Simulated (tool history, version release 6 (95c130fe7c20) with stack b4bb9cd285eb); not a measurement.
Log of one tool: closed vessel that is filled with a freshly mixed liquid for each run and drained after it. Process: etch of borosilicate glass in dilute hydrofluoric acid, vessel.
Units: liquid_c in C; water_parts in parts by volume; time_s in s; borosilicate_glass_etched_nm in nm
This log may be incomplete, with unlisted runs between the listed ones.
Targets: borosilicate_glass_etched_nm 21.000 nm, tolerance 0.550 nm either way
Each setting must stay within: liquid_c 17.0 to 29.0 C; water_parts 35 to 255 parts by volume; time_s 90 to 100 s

Run 1, day 0.000: liquid_c 21.0 C, water_parts 145 parts by volume, time_s 90 s. Result: borosilicate_glass_etched_nm 14.422 nm.
Run 2, day 0.104: liquid_c 21.0 C, water_parts 95 parts by volume, time_s 90 s. Result: borosilicate_glass_etched_nm 23.154 nm.
Run 3, day 0.292: liquid_c 21.0 C, water_parts 140 parts by volume, time_s 90 s. Result: borosilicate_glass_etched_nm 14.973 nm.
Run 4, day 0.625: liquid_c 23.5 C, water_parts 140 parts by volume, time_s 90 s. Result: borosilicate_glass_etched_nm 16.531 nm.
Run 5, day 0.988: liquid_c 24.5 C, water_parts 140 parts by volume, time_s 90 s. Result: borosilicate_glass_etched_nm 17.037 nm.
Run 6, day 1.104: liquid_c 26.0 C, water_parts 140 parts by volume, time_s 90 s. Result: borosilicate_glass_etched_nm 18.423 nm.
Run 7, day 1.462: liquid_c 26.5 C, water_parts 140 parts by volume, time_s 90 s. Result: borosilicate_glass_etched_nm 18.782 nm.
Run 8, day 1.608: liquid_c 27.0 C, water_parts 140 parts by volume, time_s 90 s. Result: borosilicate_glass_etched_nm 19.004 nm.
Run 9, day 1.721: liquid_c 27.5 C, water_parts 140 parts by volume, time_s 90 s. Result: borosilicate_glass_etched_nm 19.268 nm.
Run 10, day 1.962: liquid_c 28.0 C, water_parts 140 parts by volume, time_s 90 s. Result: borosilicate_glass_etched_nm 19.627 nm.
Run 11, day 2.079: liquid_c 28.5 C, water_parts 140 parts by volume, time_s 90 s. Result: borosilicate_glass_etched_nm 19.852 nm.

Of the 5 settings listed for the next run, only one would bring every result within its allowed miss of target. Which one?
Run A, day 2.196: liquid_c 29.0 C, water_parts 155 parts by volume, time_s 90 s. Result: borosilicate_glass_etched_nm ?.
Run B, day 2.196: liquid_c 29.0 C, water_parts 145 parts by volume, time_s 90 s. Result: borosilicate_glass_etched_nm ?.
Run C, day 2.196: liquid_c 23.5 C, water_parts 125 parts by volume, time_s 100 s. Result: borosilicate_glass_etched_nm ?.
Run D, day 2.196: liquid_c 27.5 C, water_parts 145 parts by volume, time_s 95 s. Result: borosilicate_glass_etched_nm ?.
Run E, day 2.196: liquid_c 29.0 C, water_parts 150 parts by volume, time_s 90 s. Result: borosilicate_glass_etched_nm ?.

move  borosilicate_glass_etched_nm
   A                        18.402
   B                        19.924
   C                        21.381
   D                        19.903
   E                        19.137
A: its largest miss is bigger than the last run's
B: an improvement on the last run, though not all results are within tolerance
C: meets every target
D: about the same distance from the targets as the last run
E: its largest miss is bigger than the last run's
Move C is the one to make.
